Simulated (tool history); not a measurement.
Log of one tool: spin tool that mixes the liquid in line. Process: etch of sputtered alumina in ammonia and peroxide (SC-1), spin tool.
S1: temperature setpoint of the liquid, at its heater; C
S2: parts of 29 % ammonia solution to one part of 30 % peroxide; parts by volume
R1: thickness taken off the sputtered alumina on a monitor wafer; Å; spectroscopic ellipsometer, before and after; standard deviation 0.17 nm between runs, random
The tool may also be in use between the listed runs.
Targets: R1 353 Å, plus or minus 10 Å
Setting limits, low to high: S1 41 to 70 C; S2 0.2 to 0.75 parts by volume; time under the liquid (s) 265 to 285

run 1 hour=0 | S1=57 S2=0.45 time_under_the_liquid_(s)=265 | R1=241.1
run 2 hour=3 | S1=57 S2=0.6 time_under_the_liquid_(s)=265 | R1=250.47
run 3 hour=10.9 | S1=58 S2=0.6 time_under_the_liquid_(s)=265 | R1=262.85
run 4 hour=16.1 | S1=53.5 S2=0.6 time_under_the_liquid_(s)=265 | R1=207.98
run 5 hour=18.3 | S1=53.5 S2=0.6 time_under_the_liquid_(s)=265 | R1=207.2
run 6 hour=24.8 | S1=55 S2=0.6 time_under_the_liquid_(s)=265 | R1=225.92
run 7 hour=33.1 | S1=56.5 S2=0.6 time_under_the_liquid_(s)=265 | R1=244.82
run 8 hour=42.1 | S1=64.5 S2=0.6 time_under_the_liquid_(s)=265 | R1=368.52

Which of these 4 next moves meets every target?
run A hour=51.1 | S1=66 S2=0.25 time_under_the_liquid_(s)=270 | R1=?
run B hour=51.1 | S1=64.5 S2=0.5 time_under_the_liquid_(s)=270 | R1=?
run C hour=51.1 | S1=63 S2=0.45 time_under_the_liquid_(s)=280 | R1=?
run D hour=51.1 | S1=65.5 S2=0.7 time_under_the_liquid_(s)=265 | R1=?

move=A R1=369.2
move=B R1=365.93
move=C R1=348.55
move=D R1=389.58
A: no nearer and no further than the last run
B: closer than the last run, but not yet in spec
C: in spec on every target
D: misses by more than the last run did
C meets every target.
